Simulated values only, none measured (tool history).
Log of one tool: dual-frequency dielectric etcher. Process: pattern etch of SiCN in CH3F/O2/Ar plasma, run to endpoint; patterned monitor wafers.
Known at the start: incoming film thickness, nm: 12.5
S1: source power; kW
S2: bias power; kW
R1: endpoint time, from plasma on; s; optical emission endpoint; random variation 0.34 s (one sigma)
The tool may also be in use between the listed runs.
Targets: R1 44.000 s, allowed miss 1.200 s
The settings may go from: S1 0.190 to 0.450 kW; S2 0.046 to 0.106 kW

run	day	S1	S2	R1
1	0.000	0.320	0.076	37.472
2	0.362	0.300	0.074	38.460
3	0.650	0.330	0.074	37.235
4	0.988	0.290	0.074	38.730
5	1.142	0.330	0.074	36.846
6	1.312	0.310	0.072	38.693
7	1.542	0.290	0.071	39.332
8	1.838	0.270	0.069	40.220
9	1.942	0.260	0.067	41.140
10	2.154	0.250	0.066	42.615

Which of these 5 next moves meets every target?
A	2.367	0.260	0.069	?
B	2.367	0.280	0.058	?
C	2.367	0.270	0.065	?
D	2.367	0.210	0.072	?
E	2.367	0.290	0.065	?

move	R1
A	40.882
B	41.241
C	40.836
D	43.830
E	39.761
A: further off than the last run
B: further off than the last run
C: further off than the last run
D: meets every target
E: further off than the last run
The right move is D.

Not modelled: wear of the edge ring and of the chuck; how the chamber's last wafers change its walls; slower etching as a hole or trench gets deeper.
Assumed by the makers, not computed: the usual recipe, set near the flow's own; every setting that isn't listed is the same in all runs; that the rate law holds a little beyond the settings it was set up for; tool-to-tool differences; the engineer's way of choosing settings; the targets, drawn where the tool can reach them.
